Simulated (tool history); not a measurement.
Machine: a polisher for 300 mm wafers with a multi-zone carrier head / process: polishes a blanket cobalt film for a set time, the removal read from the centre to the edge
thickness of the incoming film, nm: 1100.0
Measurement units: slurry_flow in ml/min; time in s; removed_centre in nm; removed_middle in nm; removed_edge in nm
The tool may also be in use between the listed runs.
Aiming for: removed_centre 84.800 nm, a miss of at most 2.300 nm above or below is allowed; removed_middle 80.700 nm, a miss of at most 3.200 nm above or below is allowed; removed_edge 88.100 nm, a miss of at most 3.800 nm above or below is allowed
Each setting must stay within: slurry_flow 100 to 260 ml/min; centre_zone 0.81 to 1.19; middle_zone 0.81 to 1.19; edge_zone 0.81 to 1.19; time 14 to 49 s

run  hour  slurry_flow  centre_zone  middle_zone  edge_zone  time  removed_centre  removed_middle  removed_edge
  1   0.0          165         1.00         1.00       1.00    31         114.530         112.800       110.410
  2   6.1          165         1.00         1.00       1.00    34         124.290         121.510       126.190
  3  14.1          165         1.00         1.00       1.00    29         108.280         106.540       107.670
  4  18.3          165         1.08         1.00       1.00    29         116.070         105.660       105.280
  5  26.7          150         1.02         0.95       0.97    28         103.460          96.146       100.350
  6  30.6          150         0.96         0.95       0.97    28          97.466          97.505       100.440
  7  32.0          140         0.95         0.91       0.94    27          90.601          86.767        92.645
  8  40.3          130         0.94         0.90       0.93    27          90.114          85.559        93.218

Next run, 4 choices. One meets every target within its allowed miss, the rest don't. Which?
  A  48.6          125         0.92         0.85       0.83    27               ?               ?             ?
  B  48.6          110         0.89         0.87       0.93    30               ?               ?             ?
  C  48.6          105         0.83         0.81       1.01    30               ?               ?             ?
  D  48.6          110         0.88         0.96       0.94    29               ?               ?             ?

move  removed_centre  removed_middle  removed_edge
   A          85.953          79.333        89.790
   B          89.098          87.067       101.840
   C          81.819          81.112       104.430
   D          85.206          91.352        98.738
A: hits every target within its allowed miss
B: its largest miss is bigger than the last run's
C: pushes the last run's worst result past its target
D: brings the result that was furthest off to its target, and leaves another outside
A meets every target.

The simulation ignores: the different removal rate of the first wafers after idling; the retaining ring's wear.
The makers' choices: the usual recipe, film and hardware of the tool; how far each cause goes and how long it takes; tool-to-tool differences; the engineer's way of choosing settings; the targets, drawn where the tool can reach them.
